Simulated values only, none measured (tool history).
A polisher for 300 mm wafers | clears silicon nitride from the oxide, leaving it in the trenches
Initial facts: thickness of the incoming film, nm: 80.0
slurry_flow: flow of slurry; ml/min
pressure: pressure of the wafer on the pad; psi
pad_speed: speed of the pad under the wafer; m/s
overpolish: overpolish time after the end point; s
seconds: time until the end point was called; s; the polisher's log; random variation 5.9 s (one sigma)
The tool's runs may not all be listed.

run,hour,slurry_flow,pressure,pad_speed,overpolish,seconds
1,0,210,1.6,1.14,15,141.85
2,2.4,210,1.9,1.14,15,121.95
3,4.4,210,1.9,1.02,15,131.9
4,6.8,210,1.6,0.94,15,162.68
5,9.7,210,1.4,0.86,15,199.13
6,16.4,210,1.4,0.72,15,229.67
7,18,210,1.3,0.7,15,257.22

Run 8 has not been measured yet. What should we expect?
8,20.5,210,1.2,0.7,15,?

Run 8 produced seconds 272.34 s.

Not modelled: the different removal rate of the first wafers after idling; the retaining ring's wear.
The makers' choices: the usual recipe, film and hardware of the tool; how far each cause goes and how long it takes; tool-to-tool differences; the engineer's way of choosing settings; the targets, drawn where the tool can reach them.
